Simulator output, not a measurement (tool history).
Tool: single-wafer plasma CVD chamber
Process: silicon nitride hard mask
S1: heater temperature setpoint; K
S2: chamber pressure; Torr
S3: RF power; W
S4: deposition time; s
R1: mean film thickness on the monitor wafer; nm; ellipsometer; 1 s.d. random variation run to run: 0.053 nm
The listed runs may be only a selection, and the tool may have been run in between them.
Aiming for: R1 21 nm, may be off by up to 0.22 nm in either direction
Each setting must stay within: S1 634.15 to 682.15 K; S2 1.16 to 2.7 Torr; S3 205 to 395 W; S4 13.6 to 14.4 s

| run | hour | S1 | S2 | S3 | S4 | R1 |
|---|---|---|---|---|---|---|
| 1 | 0 | 658.15 | 1.93 | 300 | 14.4 | 17.918 |
| 2 | 5.7 | 658.15 | 1.67 | 300 | 14.4 | 17.07 |
| 3 | 11.9 | 658.15 | 1.78 | 300 | 14.4 | 17.532 |
| 4 | 13.7 | 658.15 | 1.88 | 300 | 14.4 | 17.842 |
| 5 | 19.4 | 658.15 | 1.88 | 300 | 13.6 | 16.832 |
| 6 | 21 | 658.15 | 1.88 | 335 | 13.6 | 18.143 |
| 7 | 23.7 | 658.15 | 2.27 | 355 | 13.6 | 19.919 |
| 8 | 32.5 | 658.15 | 2.31 | 355 | 13.6 | 20.038 |

Which single option among these 4 for the next run brings every result within its allowed miss of target? Just one does.
| A | 41.3 | 665.15 | 2.25 | 345 | 13.9 | ? |
| B | 41.3 | 661.15 | 2.17 | 380 | 14 | ? |
| C | 41.3 | 651.15 | 2.21 | 355 | 14.2 | ? |
| D | 41.3 | 654.15 | 2.53 | 340 | 13.6 | ? |

| move | R1 |
|---|---|
| A | 19.858 |
| B | 21.051 |
| C | 20.668 |
| D | 19.958 |
A: misses by more than the last run did
B: meets every target
C: nearer than the last run, and not there yet
D: misses by more than the last run did
Answer: B
